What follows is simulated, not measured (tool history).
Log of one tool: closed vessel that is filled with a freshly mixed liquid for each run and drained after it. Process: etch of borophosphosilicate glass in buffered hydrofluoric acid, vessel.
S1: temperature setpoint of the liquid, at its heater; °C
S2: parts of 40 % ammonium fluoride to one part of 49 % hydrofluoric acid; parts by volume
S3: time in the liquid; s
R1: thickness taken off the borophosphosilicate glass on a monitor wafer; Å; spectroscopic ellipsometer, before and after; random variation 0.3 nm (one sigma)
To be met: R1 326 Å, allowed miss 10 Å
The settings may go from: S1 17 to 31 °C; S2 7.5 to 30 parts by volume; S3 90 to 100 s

Run 1, hour 0: S1 23 °C, S2 21 parts by volume, S3 90 s. Result: R1 527.49 Å.
Run 2, hour 2: S1 23 °C, S2 21 parts by volume, S3 100 s. Result: R1 591.61 Å.
Run 3, hour 6.3: S1 22 °C, S2 22 parts by volume, S3 100 s. Result: R1 545.51 Å.
Run 4, hour 15.3: S1 22 °C, S2 26 parts by volume, S3 100 s. Result: R1 479.98 Å.
Run 5, hour 24: S1 21.5 °C, S2 26.5 parts by volume, S3 100 s. Result: R1 463.56 Å.
Run 6, hour 28.5: S1 21 °C, S2 27 parts by volume, S3 100 s. Result: R1 443.06 Å.
Run 7, hour 36.2: S1 20.5 °C, S2 27.5 parts by volume, S3 100 s. Result: R1 429.3 Å.
Run 8, hour 43.5: S1 20 °C, S2 28 parts by volume, S3 100 s. Result: R1 410.12 Å.
Run 9, hour 49: S1 19.5 °C, S2 28.5 parts by volume, S3 100 s. Result: R1 390.58 Å.
At hour 52.8: hydrofluoric acid flow meter replaced.
Run 10, hour 52.8: S1 19 °C, S2 28.5 parts by volume, S3 100 s. Result: R1 367.79 Å.
Run 11, hour 61.6: S1 18 °C, S2 28.5 parts by volume, S3 100 s. Result: R1 349.51 Å.

4 next moves are on the table. One of them brings every result within its allowed miss. Which?
Run A, hour 70.4: S1 17 °C, S2 24.5 parts by volume, S3 100 s. Result: R1 ?.
Run B, hour 70.4: S1 18 °C, S2 29 parts by volume, S3 95 s. Result: R1 ?.
Run C, hour 70.4: S1 19.5 °C, S2 30 parts by volume, S3 100 s. Result: R1 ?.
Run D, hour 70.4: S1 19.5 °C, S2 26.5 parts by volume, S3 90 s. Result: R1 ?.

move      R1
   A  366.45
   B  327.61
   C  366.44
   D  359.46
A: further off than the last run
B: meets every target
C: further off than the last run
D: further off than the last run
Answer: B

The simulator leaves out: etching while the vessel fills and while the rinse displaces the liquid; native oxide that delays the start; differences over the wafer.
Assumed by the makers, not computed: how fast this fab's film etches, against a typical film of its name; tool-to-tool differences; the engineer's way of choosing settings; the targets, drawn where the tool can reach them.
